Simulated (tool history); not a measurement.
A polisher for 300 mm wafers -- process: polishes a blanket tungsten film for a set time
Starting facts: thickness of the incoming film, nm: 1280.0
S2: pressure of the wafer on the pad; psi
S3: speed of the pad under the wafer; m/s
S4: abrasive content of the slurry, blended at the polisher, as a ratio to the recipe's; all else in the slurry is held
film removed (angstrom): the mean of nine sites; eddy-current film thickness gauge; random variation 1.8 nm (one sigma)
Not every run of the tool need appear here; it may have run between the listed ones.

Run 1, hour 0: flow of slurry (ml/min) 175, S2 4 psi, S3 1.36 m/s, S4 1, polishing time (s) 28. Result: film removed (angstrom) 2120.
Run 2, hour 1.7: flow of slurry (ml/min) 175, S2 3.5 psi, S3 1.34 m/s, S4 1, polishing time (s) 28. Result: film removed (angstrom) 1829.6.
Run 3, hour 9.9: flow of slurry (ml/min) 175, S2 3.2 psi, S3 1.34 m/s, S4 1, polishing time (s) 28. Result: film removed (angstrom) 1702.2.
Run 4, hour 12.6: flow of slurry (ml/min) 175, S2 3.2 psi, S3 1.56 m/s, S4 1, polishing time (s) 28. Result: film removed (angstrom) 1902.9.
Run 5, hour 17.6: flow of slurry (ml/min) 175, S2 2.8 psi, S3 1.54 m/s, S4 1, polishing time (s) 28. Result: film removed (angstrom) 1739.6.
Run 6, hour 20.3: flow of slurry (ml/min) 175, S2 2.8 psi, S3 1.68 m/s, S4 1, polishing time (s) 28. Result: film removed (angstrom) 1891.9.
Run 7, hour 27.3: flow of slurry (ml/min) 175, S2 2.5 psi, S3 1.66 m/s, S4 1, polishing time (s) 28. Result: film removed (angstrom) 1704.7.
Run 8, hour 30.9: flow of slurry (ml/min) 175, S2 2.3 psi, S3 1.66 m/s, S4 1, polishing time (s) 28. Result: film removed (angstrom) 1612.8.

Forecast run 9:
Run 9, hour 35.4: flow of slurry (ml/min) 175, S2 2.3 psi, S3 1.66 m/s, S4 1, polishing time (s) 28. Result: film removed (angstrom) ?.

{"run 9": {"film removed (angstrom)": 1579.1}}
